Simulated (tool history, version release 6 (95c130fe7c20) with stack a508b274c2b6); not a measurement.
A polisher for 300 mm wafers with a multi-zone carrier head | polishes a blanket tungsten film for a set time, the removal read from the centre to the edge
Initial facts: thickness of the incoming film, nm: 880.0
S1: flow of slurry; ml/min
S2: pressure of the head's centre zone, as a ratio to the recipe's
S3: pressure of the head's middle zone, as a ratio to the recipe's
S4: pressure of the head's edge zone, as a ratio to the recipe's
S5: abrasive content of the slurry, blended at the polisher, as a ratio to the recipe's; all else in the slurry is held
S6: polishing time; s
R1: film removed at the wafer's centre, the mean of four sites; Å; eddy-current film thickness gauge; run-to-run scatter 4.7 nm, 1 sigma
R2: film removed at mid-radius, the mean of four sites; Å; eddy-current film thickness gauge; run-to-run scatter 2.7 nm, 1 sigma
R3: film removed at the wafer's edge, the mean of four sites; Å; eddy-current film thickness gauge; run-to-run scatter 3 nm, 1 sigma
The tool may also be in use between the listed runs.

run,hour,S1,S2,S3,S4,S5,S6,R1,R2,R3
1,0,220,1,1,1,1,58,2641.3,2755.2,2767.4
2,1.1,225,1,1.01,1.03,1.1,59,2764.9,2920.1,2974.9
3,8,225,1,1.01,1.03,1.1,70,3280.7,3467.5,3457.4
4,15.1,225,1,1.01,1.03,1.2,70,3372,3580.4,3663.4
5,17,250,1,1.01,1.03,1.2,70,3465,3654.2,3639.8
6,23.8,245,0.99,1.01,1.03,1.2,70,3437.1,3648.3,3689.5
7,32.5,240,0.98,1.01,1.03,1.2,70,3328.6,3600.5,3673.5
8,35.1,235,0.97,1.01,1.03,1.2,70,3369.3,3618.4,3674.5

The next listed run, before its measurement:
9,37.2,230,0.96,1.01,1.03,1.2,70,?,?,?

{"run 9": {"R1": 3266, "R2": 3611, "R3": 3630.1}}

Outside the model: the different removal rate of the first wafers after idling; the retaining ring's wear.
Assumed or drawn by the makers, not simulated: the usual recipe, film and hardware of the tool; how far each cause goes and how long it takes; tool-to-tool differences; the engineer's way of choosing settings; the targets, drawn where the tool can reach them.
